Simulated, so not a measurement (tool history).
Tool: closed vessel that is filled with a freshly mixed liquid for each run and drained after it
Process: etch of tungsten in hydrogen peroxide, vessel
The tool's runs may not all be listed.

run	hour	temperature setpoint of the liquid (K)	concentration of hydrogen peroxide in the mixed liquid (% by weight)	time in the liquid (s)	thickness taken off the tungsten on a monitor wafer (Å)
1	0.0	315.15	16.0	30	451.71
2	1.2	314.15	16.0	30	421.88
3	5.5	314.15	19.0	30	461.30
4	11.5	319.15	19.0	30	637.91
5	14.9	319.15	21.0	30	669.19
6	23.4	319.15	23.5	30	707.54
7	30.1	311.15	23.0	30	418.47
8	36.5	310.15	23.0	30	390.91
9	43.0	309.65	23.0	30	376.31
10	44.4	309.15	23.0	30	366.47

Run 11 has not been measured yet. What should we expect?
11	49.7	308.65	23.0	30	?

{"run 11": {"thickness taken off the tungsten on a monitor wafer (Å)": 356.22}}

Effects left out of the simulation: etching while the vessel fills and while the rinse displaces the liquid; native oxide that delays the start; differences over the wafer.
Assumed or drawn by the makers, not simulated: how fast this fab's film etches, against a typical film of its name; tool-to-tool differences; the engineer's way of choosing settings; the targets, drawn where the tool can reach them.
